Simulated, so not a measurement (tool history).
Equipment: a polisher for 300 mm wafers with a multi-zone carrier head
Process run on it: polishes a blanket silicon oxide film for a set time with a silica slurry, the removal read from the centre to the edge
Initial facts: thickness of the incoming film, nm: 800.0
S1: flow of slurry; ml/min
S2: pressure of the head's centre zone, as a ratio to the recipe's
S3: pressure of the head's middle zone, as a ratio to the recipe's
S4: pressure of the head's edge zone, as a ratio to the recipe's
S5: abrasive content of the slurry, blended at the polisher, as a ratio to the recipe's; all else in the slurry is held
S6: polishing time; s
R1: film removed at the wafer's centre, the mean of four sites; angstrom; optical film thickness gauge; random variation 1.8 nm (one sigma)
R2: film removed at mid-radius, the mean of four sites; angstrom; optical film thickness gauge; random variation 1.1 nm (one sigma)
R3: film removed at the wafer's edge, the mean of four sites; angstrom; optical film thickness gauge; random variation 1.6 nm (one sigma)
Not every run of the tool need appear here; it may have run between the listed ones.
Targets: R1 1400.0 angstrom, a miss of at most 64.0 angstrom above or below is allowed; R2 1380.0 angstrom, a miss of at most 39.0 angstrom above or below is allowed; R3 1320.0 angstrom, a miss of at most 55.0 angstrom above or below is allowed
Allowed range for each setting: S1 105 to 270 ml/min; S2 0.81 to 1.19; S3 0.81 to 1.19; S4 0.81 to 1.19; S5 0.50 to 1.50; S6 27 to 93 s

run,hour,S1,S2,S3,S4,S5,S6,R1,R2,R3
1,0.0,175,1.00,1.00,1.00,1.00,59,2081.2,2109.5,2065.1
2,5.4,170,1.00,0.99,0.97,0.90,57,1897.9,1901.0,1834.3
3,6.9,165,0.98,0.97,0.94,0.80,57,1700.5,1732.8,1679.3
4,10.0,160,0.98,0.96,0.91,0.75,57,1653.2,1644.4,1585.7
5,16.2,160,0.98,0.96,0.85,0.75,57,1650.1,1677.4,1542.9
6,18.0,160,0.98,0.89,0.85,0.75,57,1619.9,1548.7,1556.3
7,26.5,155,0.98,0.90,0.84,0.70,57,1567.6,1492.7,1498.9
8,33.0,150,0.98,0.91,0.83,0.65,57,1500.8,1425.7,1427.5
9,34.4,145,0.98,0.92,0.83,0.65,57,1482.3,1434.0,1406.5
10,42.3,140,0.98,0.92,0.83,0.65,57,1520.7,1437.7,1415.0
11,48.7,140,0.95,0.94,0.81,0.50,57,1198.3,1216.9,1167.7
12,52.8,155,0.96,0.94,0.83,0.50,57,1258.2,1229.5,1170.2
13,55.7,145,0.97,0.95,0.84,0.50,57,1242.4,1217.2,1159.6
14,58.1,155,0.97,0.95,0.84,0.50,57,1224.3,1263.9,1217.4
15,61.4,155,0.97,0.95,0.84,0.50,57,1223.0,1239.9,1174.9
16,67.5,155,0.97,0.95,0.84,0.50,57,1259.0,1255.2,1183.4
17,73.2,165,0.97,0.95,0.86,0.50,57,1250.7,1259.5,1208.1
18,76.2,175,0.98,0.95,0.87,0.50,57,1245.7,1244.1,1224.4
19,76.9,180,1.00,0.96,0.88,0.50,57,1315.0,1285.6,1236.6
20,81.5,185,1.00,0.97,0.89,0.50,57,1272.9,1294.9,1234.8
21,85.2,190,1.02,0.97,0.90,0.50,57,1341.8,1299.7,1252.3
22,87.9,190,1.02,0.97,0.90,0.50,57,1360.4,1312.7,1269.2
23,96.7,195,1.02,0.98,0.91,0.50,57,1335.3,1328.0,1252.2

Below are 4 possible settings for the next run. Only one of them brings all results inside the allowed miss of their targets. Which is it?
A,105.5,210,0.96,0.92,0.81,0.50,62,?,?,?
B,105.5,240,0.85,1.02,1.07,0.60,51,?,?,?
C,105.5,195,0.98,0.93,0.94,0.50,58,?,?,?
D,105.5,180,1.07,0.99,0.81,0.55,53,?,?,?

move,R1,R2,R3
A,1384.8,1383.2,1278.1
B,1164.5,1431.1,1373.6
C,1310.4,1294.3,1270.7
D,1387.0,1322.0,1153.7
A: all results land within tolerance of their targets
B: takes the result that was furthest off past its target
C: further off than the last run
D: further off than the last run
A is the move that brings every result within its allowed miss.
